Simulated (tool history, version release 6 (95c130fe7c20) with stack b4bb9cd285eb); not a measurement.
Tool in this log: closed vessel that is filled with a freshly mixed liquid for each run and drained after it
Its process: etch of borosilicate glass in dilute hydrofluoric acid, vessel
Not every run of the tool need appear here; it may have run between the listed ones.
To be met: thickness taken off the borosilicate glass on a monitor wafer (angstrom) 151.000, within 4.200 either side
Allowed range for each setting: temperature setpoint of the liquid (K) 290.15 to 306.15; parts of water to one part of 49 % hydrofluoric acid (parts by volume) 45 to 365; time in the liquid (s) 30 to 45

run  hour  temperature setpoint of the liquid (K)  parts of water to one part of 49 % hydrofluoric acid (parts by volume)  time in the liquid (s)  thickness taken off the borosilicate glass on a monitor wafer (angstrom)
  1   0.0                                  298.15                                                                     205                      45                                                                    55.096
  2   4.2                                  298.15                                                                     205                      45                                                                    55.281
  3  13.1                                  300.15                                                                     175                      45                                                                    72.536
  4  15.6                                  300.15                                                                     150                      45                                                                    86.675
  5  21.2                                  301.65                                                                     140                      45                                                                    99.569
  6  28.0                                  302.65                                                                     130                      45                                                                   112.010
  7  30.0                                  306.15                                                                     100                      45                                                                   174.460
  8  33.2                                  303.65                                                                     100                      45                                                                   159.220

Which one of the following 4 next-run settings gets every result inside its allowed miss? There is exactly one.
  A  36.4                                  306.15                                                                     105                      45                                                                         ?
  B  36.4                                  302.65                                                                     100                      45                                                                         ?
  C  36.4                                  306.15                                                                     100                      45                                                                         ?
  D  36.4                                  303.15                                                                      90                      45                                                                         ?

move  thickness taken off the borosilicate glass on a monitor wafer (angstrom)
   A                                                                   163.230
   B                                                                   151.440
   C                                                                   172.590
   D                                                                   173.770
A: misses by more than the last run did
B: meets every target
C: misses by more than the last run did
D: misses by more than the last run did
Move B is the one to make.
